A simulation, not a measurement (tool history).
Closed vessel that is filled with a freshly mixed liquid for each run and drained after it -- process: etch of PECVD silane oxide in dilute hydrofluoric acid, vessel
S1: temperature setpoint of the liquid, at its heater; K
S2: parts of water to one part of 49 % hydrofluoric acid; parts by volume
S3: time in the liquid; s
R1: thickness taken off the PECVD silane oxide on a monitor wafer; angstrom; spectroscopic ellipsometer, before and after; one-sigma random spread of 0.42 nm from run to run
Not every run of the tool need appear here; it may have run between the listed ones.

{"run": 1, "hour": 0.0, "S1": 295.15, "S2": 210, "S3": 185, "R1": 219.37}
{"run": 2, "hour": 6.2, "S1": 297.15, "S2": 180, "S3": 185, "R1": 284.07}
{"run": 3, "hour": 14.7, "S1": 297.15, "S2": 135, "S3": 185, "R1": 399.65}
{"run": 4, "hour": 21.9, "S1": 297.15, "S2": 65, "S3": 185, "R1": 893.59}
{"run": 5, "hour": 26.5, "S1": 297.15, "S2": 65, "S3": 185, "R1": 890.12}
{"run": 6, "hour": 33.2, "S1": 294.15, "S2": 65, "S3": 185, "R1": 804.37}

Expected results for the next run?
{"run": 7, "hour": 34.6, "S1": 293.15, "S2": 75, "S3": 185, "R1": "?"}

{"run 7": {"R1": 649.78}}

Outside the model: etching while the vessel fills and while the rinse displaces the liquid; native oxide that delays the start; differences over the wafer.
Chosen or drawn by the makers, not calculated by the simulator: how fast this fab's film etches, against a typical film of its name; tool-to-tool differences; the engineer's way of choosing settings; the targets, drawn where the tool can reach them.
